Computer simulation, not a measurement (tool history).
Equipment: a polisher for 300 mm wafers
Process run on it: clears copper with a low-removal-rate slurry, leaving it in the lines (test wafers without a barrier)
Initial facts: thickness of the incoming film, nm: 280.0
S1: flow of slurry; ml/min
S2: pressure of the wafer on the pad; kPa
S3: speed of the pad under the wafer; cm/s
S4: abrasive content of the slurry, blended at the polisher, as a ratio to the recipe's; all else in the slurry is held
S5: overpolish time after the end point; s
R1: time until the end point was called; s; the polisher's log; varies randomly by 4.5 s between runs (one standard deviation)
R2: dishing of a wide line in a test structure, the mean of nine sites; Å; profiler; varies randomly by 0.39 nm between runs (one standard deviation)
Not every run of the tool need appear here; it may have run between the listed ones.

run	day	S1	S2	S3	S4	S5	R1	R2
1	0.000	270	16.5	104	1.0	14	128.69	238.45
2	0.054	325	16.5	104	1.0	14	129.62	235.12
3	0.150	325	13.8	104	1.0	14	154.47	201.67
4	0.408	325	13.8	104	1.0	8	150.03	119.26
5	0.762	325	12.4	102	1.0	10	171.32	133.11
6	0.850	325	11.7	100	1.0	11	184.70	135.31
7	1.208	325	11.0	100	1.0	12	195.64	135.12
8	1.471	325	10.3	100	1.0	13	212.25	135.65
9	1.717	325	10.3	100	1.0	14	203.56	147.95
10	2.071	325	9.7	100	1.0	15	220.00	144.26

Forecast run 11:
11	2.408	325	9.7	100	1.0	16	?	?

Run 11 measured R1 218.91 s, R2 161.41 Å.
